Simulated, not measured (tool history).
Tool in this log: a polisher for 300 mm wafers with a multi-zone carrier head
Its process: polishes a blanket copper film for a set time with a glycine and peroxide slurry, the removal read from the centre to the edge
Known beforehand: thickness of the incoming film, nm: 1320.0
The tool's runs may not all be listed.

| run | hour | flow of slurry (ml/min) | pressure of the head's centre zone | pressure of the head's middle zone | pressure of the head's edge zone | polishing time (s) | film removed at the wafer's centre (Å) | film removed at mid-radius (Å) | film removed at the wafer's edge (Å) |
|---|---|---|---|---|---|---|---|---|---|
| 1 | 0 | 160 | 1 | 1 | 1 | 58 | 3685.8 | 3653.6 | 3935.2 |
| 2 | 6.2 | 160 | 1 | 1 | 0.92 | 58 | 3621.6 | 3663.2 | 3766 |
| 3 | 7.8 | 135 | 1 | 1 | 0.92 | 58 | 3570.2 | 3529 | 3689.5 |
| 4 | 10.5 | 135 | 1.06 | 1 | 0.92 | 58 | 3681.4 | 3474.6 | 3697.2 |
| 5 | 12.9 | 130 | 1.05 | 0.99 | 0.9 | 54 | 3393.6 | 3266.9 | 3387.9 |
| 6 | 16.7 | 125 | 1.04 | 0.96 | 0.89 | 51 | 3163.4 | 2958.7 | 3175.6 |
| 7 | 20.5 | 125 | 1.03 | 0.95 | 0.88 | 49 | 3018 | 2829.1 | 3046.5 |
| 8 | 23.9 | 125 | 1.02 | 0.94 | 0.87 | 47 | 2862.8 | 2659.4 | 2874.7 |
| 9 | 29.9 | 125 | 1.01 | 0.93 | 0.86 | 46 | 2781.2 | 2588.1 | 2826.3 |
| 10 | 32.4 | 125 | 1.01 | 0.93 | 0.85 | 45 | 2733.3 | 2556.5 | 2761.6 |

Run 11, settings as shown, results not yet in. Your forecast:
|  | 41 | edge zone pressure recalibrated |
| 11 | 41 | 120 | 1.01 | 0.93 | 0.84 | 45 | ? | ? | ? |

film removed at the wafer's centre (Å): 2693.9
film removed at mid-radius (Å): 2526.6
film removed at the wafer's edge (Å): 2585.9

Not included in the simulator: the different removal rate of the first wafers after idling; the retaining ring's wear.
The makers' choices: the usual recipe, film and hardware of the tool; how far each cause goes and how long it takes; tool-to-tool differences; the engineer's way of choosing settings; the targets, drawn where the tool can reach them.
